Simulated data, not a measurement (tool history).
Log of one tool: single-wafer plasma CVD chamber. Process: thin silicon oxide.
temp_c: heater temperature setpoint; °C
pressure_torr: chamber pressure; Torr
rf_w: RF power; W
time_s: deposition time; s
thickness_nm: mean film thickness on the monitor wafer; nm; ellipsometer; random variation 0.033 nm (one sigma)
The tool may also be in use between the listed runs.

run 1 hour=0 | temp_c=395 pressure_torr=0.564 rf_w=350 time_s=7.61 | thickness_nm=10.888
run 2 hour=0.9 | temp_c=395 pressure_torr=0.576 rf_w=350 time_s=7.61 | thickness_nm=11.096
run 3 hour=3.6 | temp_c=395 pressure_torr=0.586 rf_w=350 time_s=7.61 | thickness_nm=11.268
run 4 hour=7.2 | temp_c=395 pressure_torr=0.496 rf_w=350 time_s=7.61 | thickness_nm=9.6345
-- hour=12.8 capacitance manometer re-zeroed and calibrated
run 5 hour=12.8 | temp_c=395 pressure_torr=0.496 rf_w=350 time_s=7.61 | thickness_nm=9.1241
run 6 hour=17.7 | temp_c=395 pressure_torr=0.496 rf_w=350 time_s=7.84 | thickness_nm=9.395

The next listed run, before its measurement:
run 7 hour=26.4 | temp_c=395 pressure_torr=0.527 rf_w=350 time_s=7.84 | thickness_nm=?

{"run 7": {"thickness_nm": 9.9404}}

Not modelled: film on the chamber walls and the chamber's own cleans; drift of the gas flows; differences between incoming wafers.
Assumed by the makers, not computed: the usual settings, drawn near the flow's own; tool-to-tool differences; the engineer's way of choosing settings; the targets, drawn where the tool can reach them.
